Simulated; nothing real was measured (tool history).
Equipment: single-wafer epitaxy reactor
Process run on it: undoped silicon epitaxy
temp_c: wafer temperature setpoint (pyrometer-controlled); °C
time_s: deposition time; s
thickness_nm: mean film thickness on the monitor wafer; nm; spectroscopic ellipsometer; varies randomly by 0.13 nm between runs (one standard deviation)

| run | hour | temp_c | time_s | thickness_nm |
|---|---|---|---|---|
| 1 | 0 | 645 | 575 | 81.307 |
| 2 | 3.7 | 644 | 575 | 79.576 |
| 3 | 11.1 | 652 | 575 | 95.865 |
| 4 | 14.7 | 652 | 538 | 89.669 |
| 5 | 23.4 | 646 | 538 | 77.923 |
| 6 | 26.5 | 645 | 538 | 76.205 |
| 7 | 28.4 | 644 | 538 | 74.411 |
| 8 | 35.1 | 643 | 538 | 72.536 |
| 9 | 38.7 | 642 | 538 | 71.12 |
| 10 | 45.7 | 641 | 538 | 69.395 |
| 11 | 50.2 | 640 | 538 | 67.876 |

What will run 12 give?
| 12 | 54.5 | 638 | 538 | ? |

Logged for run 12: thickness_nm 64.682 nm.
